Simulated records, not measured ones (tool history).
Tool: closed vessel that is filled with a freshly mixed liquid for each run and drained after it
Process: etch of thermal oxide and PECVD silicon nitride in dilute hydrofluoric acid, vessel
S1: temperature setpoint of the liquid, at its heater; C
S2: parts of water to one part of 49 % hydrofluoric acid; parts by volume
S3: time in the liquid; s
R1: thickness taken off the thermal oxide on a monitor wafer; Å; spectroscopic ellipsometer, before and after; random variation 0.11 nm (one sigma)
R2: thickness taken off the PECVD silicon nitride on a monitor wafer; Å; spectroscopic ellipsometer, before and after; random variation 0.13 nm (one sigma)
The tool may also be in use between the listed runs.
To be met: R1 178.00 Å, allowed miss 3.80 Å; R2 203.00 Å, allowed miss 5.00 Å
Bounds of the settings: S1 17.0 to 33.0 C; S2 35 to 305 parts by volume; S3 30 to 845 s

{"run": 1, "hour": 0.0, "S1": 25.0, "S2": 170, "S3": 430, "R1": 116.24, "R2": 124.82}
{"run": 2, "hour": 2.2, "S1": 26.0, "S2": 160, "S3": 425, "R1": 129.15, "R2": 138.47}
{"run": 3, "hour": 3.8, "S1": 23.5, "S2": 160, "S3": 425, "R1": 116.97, "R2": 120.11}
{"run": 4, "hour": 5.2, "S1": 25.0, "S2": 155, "S3": 420, "R1": 128.03, "R2": 132.44}
{"run": 5, "hour": 9.7, "S1": 26.5, "S2": 150, "S3": 415, "R1": 137.01, "R2": 149.77}
{"run": 6, "hour": 14.0, "S1": 27.0, "S2": 145, "S3": 410, "R1": 144.35, "R2": 158.52}
{"run": 7, "hour": 22.2, "S1": 27.5, "S2": 140, "S3": 405, "R1": 152.43, "R2": 167.84}
{"run": 8, "hour": 26.1, "S1": 28.0, "S2": 135, "S3": 405, "R1": 161.49, "R2": 180.44}
{"run": 9, "hour": 28.8, "S1": 28.5, "S2": 130, "S3": 400, "R1": 171.24, "R2": 189.4}
{"run": 10, "hour": 37.3, "S1": 29.0, "S2": 130, "S3": 400, "R1": 173.46, "R2": 195.96}

4 next moves are on the table. One of them brings every result within its allowed miss. Which?
{"run": "A", "hour": 45.8, "S1": 27.0, "S2": 125, "S3": 430, "R1": "?", "R2": "?"}
{"run": "B", "hour": 45.8, "S1": 29.0, "S2": 115, "S3": 335, "R1": "?", "R2": "?"}
{"run": "C", "hour": 45.8, "S1": 32.5, "S2": 135, "S3": 360, "R1": "?", "R2": "?"}
{"run": "D", "hour": 45.8, "S1": 29.5, "S2": 125, "S3": 385, "R1": "?", "R2": "?"}

move=A R1=181.25 R2=193.89
move=B R1=167.72 R2=186.50
move=C R1=170.02 R2=211.91
move=D R1=178.34 R2=203.46
A: further off than the last run
B: further off than the last run
C: takes the result that was furthest off past its target
D: meets every target
The right move is D.
